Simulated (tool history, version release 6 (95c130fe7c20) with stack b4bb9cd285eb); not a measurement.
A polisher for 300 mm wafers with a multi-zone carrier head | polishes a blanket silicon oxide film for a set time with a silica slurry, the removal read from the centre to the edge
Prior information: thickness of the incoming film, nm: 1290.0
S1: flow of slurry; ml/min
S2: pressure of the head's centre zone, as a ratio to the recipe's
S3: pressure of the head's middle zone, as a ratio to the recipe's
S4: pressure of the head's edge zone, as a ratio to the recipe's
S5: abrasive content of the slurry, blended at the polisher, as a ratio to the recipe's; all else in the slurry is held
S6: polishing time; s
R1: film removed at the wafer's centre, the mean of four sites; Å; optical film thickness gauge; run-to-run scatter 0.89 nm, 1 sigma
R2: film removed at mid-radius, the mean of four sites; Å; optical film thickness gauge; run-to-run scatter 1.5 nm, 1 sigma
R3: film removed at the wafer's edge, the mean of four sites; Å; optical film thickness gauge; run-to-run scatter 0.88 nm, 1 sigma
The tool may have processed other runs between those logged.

Run 1, hour 0.0: S1 280 ml/min, S2 1.00, S3 1.00, S4 1.00, S5 1.00, S6 51 s. Result: R1 1911.50 Å, R2 1931.0 Å, R3 1921.20 Å.
Run 2, hour 8.7: S1 280 ml/min, S2 1.00, S3 1.00, S4 1.00, S5 1.00, S6 57 s. Result: R1 2138.20 Å, R2 2103.7 Å, R3 2127.60 Å.
Run 3, hour 13.0: S1 280 ml/min, S2 1.04, S3 1.00, S4 1.00, S5 1.00, S6 57 s. Result: R1 2275.00 Å, R2 2107.9 Å, R3 2143.80 Å.
Run 4, hour 15.8: S1 280 ml/min, S2 1.04, S3 1.00, S4 0.92, S5 1.00, S6 57 s. Result: R1 2236.00 Å, R2 2124.8 Å, R3 2039.20 Å.
Run 5, hour 22.4: S1 275 ml/min, S2 1.01, S3 1.01, S4 0.90, S5 0.90, S6 53 s. Result: R1 1898.10 Å, R2 1870.3 Å, R3 1755.90 Å.
Run 6, hour 26.2: S1 275 ml/min, S2 1.01, S3 1.01, S4 0.90, S5 0.90, S6 41 s. Result: R1 1442.60 Å, R2 1410.2 Å, R3 1361.00 Å.
Run 7, hour 32.4: S1 270 ml/min, S2 0.97, S3 1.03, S4 0.88, S5 0.85, S6 41 s. Result: R1 1343.30 Å, R2 1396.1 Å, R3 1276.40 Å.
Run 8, hour 40.6: S1 260 ml/min, S2 0.94, S3 1.04, S4 0.89, S5 0.80, S6 41 s. Result: R1 1234.00 Å, R2 1340.3 Å, R3 1231.70 Å.
Run 9, hour 46.5: S1 225 ml/min, S2 0.84, S3 1.13, S4 0.81, S5 0.65, S6 41 s. Result: R1 887.32 Å, R2 1150.2 Å, R3 955.65 Å.
Run 10, hour 54.9: S1 305 ml/min, S2 0.85, S3 1.15, S4 0.90, S5 0.65, S6 41 s. Result: R1 933.38 Å, R2 1202.8 Å, R3 1021.40 Å.
Run 11, hour 60.2: S1 305 ml/min, S2 0.85, S3 1.16, S4 0.91, S5 0.65, S6 41 s. Result: R1 950.71 Å, R2 1195.1 Å, R3 1027.80 Å.
Run 12, hour 64.5: S1 350 ml/min, S2 0.83, S3 1.19, S4 0.91, S5 0.75, S6 41 s. Result: R1 1068.30 Å, R2 1445.1 Å, R3 1190.00 Å.
Run 13, hour 71.2: S1 335 ml/min, S2 0.83, S3 1.18, S4 0.91, S5 0.75, S6 41 s. Result: R1 1077.00 Å, R2 1405.5 Å, R3 1198.70 Å.
Run 14, hour 77.9: S1 325 ml/min, S2 0.81, S3 1.17, S4 0.83, S5 0.60, S6 41 s. Result: R1 829.39 Å, R2 1141.8 Å, R3 910.14 Å.
Run 15, hour 83.0: S1 330 ml/min, S2 0.82, S3 1.17, S4 0.85, S5 0.60, S6 41 s. Result: R1 837.63 Å, R2 1128.7 Å, R3 926.99 Å.
Run 16, hour 88.1: S1 330 ml/min, S2 0.83, S3 1.17, S4 0.86, S5 0.60, S6 41 s. Result: R1 839.80 Å, R2 1147.7 Å, R3 927.59 Å.
Run 17, hour 95.3: S1 340 ml/min, S2 0.84, S3 1.17, S4 0.88, S5 0.60, S6 41 s. Result: R1 861.10 Å, R2 1145.2 Å, R3 939.65 Å.
Run 18, hour 102.8: S1 345 ml/min, S2 0.84, S3 1.17, S4 0.89, S5 0.60, S6 41 s. Result: R1 857.36 Å, R2 1143.2 Å, R3 960.30 Å.
Run 19, hour 108.6: S1 345 ml/min, S2 0.85, S3 1.18, S4 0.90, S5 0.65, S6 41 s. Result: R1 952.01 Å, R2 1258.9 Å, R3 1031.20 Å.

Run 20 is up next; what results do you expect?
Run 20, hour 112.9: S1 345 ml/min, S2 0.85, S3 1.18, S4 0.91, S5 0.65, S6 41 s. Result: R1 ?, R2 ?, R3 ?.

R1: 938.35 Å
R2: 1218.6 Å
R3: 1052.50 Å
